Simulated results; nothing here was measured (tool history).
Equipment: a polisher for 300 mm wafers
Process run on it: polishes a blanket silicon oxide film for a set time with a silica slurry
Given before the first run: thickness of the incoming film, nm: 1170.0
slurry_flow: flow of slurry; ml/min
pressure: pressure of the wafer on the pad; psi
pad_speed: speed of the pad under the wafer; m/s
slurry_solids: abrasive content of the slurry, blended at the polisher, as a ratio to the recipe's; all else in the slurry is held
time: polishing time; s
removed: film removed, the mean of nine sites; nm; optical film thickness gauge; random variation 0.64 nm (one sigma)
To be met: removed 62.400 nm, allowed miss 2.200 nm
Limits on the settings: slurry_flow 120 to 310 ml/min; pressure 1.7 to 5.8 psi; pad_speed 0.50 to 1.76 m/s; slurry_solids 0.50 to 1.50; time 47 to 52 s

run,hour,slurry_flow,pressure,pad_speed,slurry_solids,time,removed
1,0.0,200,3.7,1.12,1.00,52,140.450
2,1.8,200,3.5,1.08,1.00,52,129.580
3,4.6,200,3.5,1.08,1.00,47,117.080
4,13.6,200,3.3,1.06,1.00,47,109.010
5,20.3,200,3.3,1.20,1.00,47,122.050
6,26.2,200,2.5,1.20,1.00,47,92.879
7,33.6,200,2.4,1.18,1.00,47,87.347
8,40.6,200,2.3,1.16,1.00,47,81.926
9,44.5,200,2.2,1.16,1.00,47,79.270
10,51.4,200,2.1,1.16,1.00,47,76.287
11,57.7,195,1.9,1.12,1.00,47,67.162
12,58.9,190,1.9,1.12,1.00,47,66.934
13,60.5,185,1.9,1.12,1.00,47,66.286
14,69.0,180,1.9,1.12,1.00,47,66.908

Of the 5 settings listed for the next run, only one would bring every result within its allowed miss of target. Which one?
A,77.5,135,1.8,0.98,1.10,47,?
B,77.5,165,2.3,0.90,1.05,48,?
C,77.5,215,2.3,1.08,0.80,49,?
D,77.5,205,1.8,0.98,1.05,49,?
E,77.5,165,1.9,1.20,0.90,51,?

move,removed
A,56.724
B,69.113
C,68.980
D,62.031
E,69.131
A: moves the result that the last run missed by most past its target, out the other side
B: misses by more than the last run did
C: misses by more than the last run did
D: all results in spec
E: misses by more than the last run did
So the answer is move D, the one that meets all the targets.
